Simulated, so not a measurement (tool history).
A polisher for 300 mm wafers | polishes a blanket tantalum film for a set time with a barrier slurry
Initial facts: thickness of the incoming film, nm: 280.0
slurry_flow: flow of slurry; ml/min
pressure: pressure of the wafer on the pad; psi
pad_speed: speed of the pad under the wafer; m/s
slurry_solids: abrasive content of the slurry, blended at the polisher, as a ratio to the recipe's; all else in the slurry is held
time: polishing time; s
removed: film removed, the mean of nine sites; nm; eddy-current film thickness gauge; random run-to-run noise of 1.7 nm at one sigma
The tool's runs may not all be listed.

Run 1, day 0: slurry_flow 190 ml/min, pressure 2 psi, pad_speed 1.24 m/s, slurry_solids 1, time 60 s. Result: removed 144.08 nm.
Run 2, day 0.367: slurry_flow 160 ml/min, pressure 2 psi, pad_speed 1.24 m/s, slurry_solids 1, time 60 s. Result: removed 140.59 nm.
Run 3, day 0.504: slurry_flow 165 ml/min, pressure 2.1 psi, pad_speed 1.24 m/s, slurry_solids 1, time 60 s. Result: removed 146.76 nm.
Run 4, day 0.592: slurry_flow 120 ml/min, pressure 2.1 psi, pad_speed 1.24 m/s, slurry_solids 1, time 60 s. Result: removed 142.27 nm.
Run 5, day 0.775: slurry_flow 120 ml/min, pressure 2.1 psi, pad_speed 1.24 m/s, slurry_solids 1, time 60 s. Result: removed 142.88 nm.
Run 6, day 0.921: slurry_flow 120 ml/min, pressure 1.7 psi, pad_speed 1.24 m/s, slurry_solids 1, time 60 s. Result: removed 115 nm.
Run 7, day 1.225: slurry_flow 125 ml/min, pressure 1.8 psi, pad_speed 1.24 m/s, slurry_solids 1, time 60 s. Result: removed 122.64 nm.
Run 8, day 1.258: slurry_flow 130 ml/min, pressure 1.9 psi, pad_speed 1.24 m/s, slurry_solids 1, time 60 s. Result: removed 132.06 nm.
Run 9, day 1.421: slurry_flow 135 ml/min, pressure 2 psi, pad_speed 1.24 m/s, slurry_solids 1, time 60 s. Result: removed 139.56 nm.
Run 10, day 1.462: slurry_flow 140 ml/min, pressure 2.1 psi, pad_speed 1.24 m/s, slurry_solids 1, time 60 s. Result: removed 146.5 nm.
Run 11, day 1.704: slurry_flow 145 ml/min, pressure 2.2 psi, pad_speed 1.24 m/s, slurry_solids 1, time 60 s. Result: removed 152.78 nm.
Run 12, day 1.896: slurry_flow 150 ml/min, pressure 2.3 psi, pad_speed 1.24 m/s, slurry_solids 1, time 60 s. Result: removed 159.84 nm.

Run 13 has not been measured yet. What should we expect?
Run 13, day 2.125: slurry_flow 155 ml/min, pressure 2.4 psi, pad_speed 1.24 m/s, slurry_solids 1, time 60 s. Result: removed ?.

removed: 167.32 nm
